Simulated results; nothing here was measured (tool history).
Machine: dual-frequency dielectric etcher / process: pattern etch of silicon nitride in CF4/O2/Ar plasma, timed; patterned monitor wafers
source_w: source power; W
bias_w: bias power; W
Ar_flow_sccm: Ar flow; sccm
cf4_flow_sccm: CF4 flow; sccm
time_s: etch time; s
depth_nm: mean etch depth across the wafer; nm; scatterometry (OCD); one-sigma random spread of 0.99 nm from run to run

run,day,source_w,bias_w,Ar_flow_sccm,cf4_flow_sccm,time_s,depth_nm
1,0.000,610,68,75,130,106.5,315.44
2,0.296,610,68,65,130,106.5,321.94
3,0.604,610,68,76,130,106.5,312.45
4,0.671,610,68,76,142,106.5,315.30
5,0.929,610,68,76,142,106.5,318.65
6,1.225,550,64,78,141,106.5,283.12

Run 7 comes next. What will it give?
7,1.588,510,61,79,140,106.5,?

Run 7 came out at depth_nm 260.27 nm.
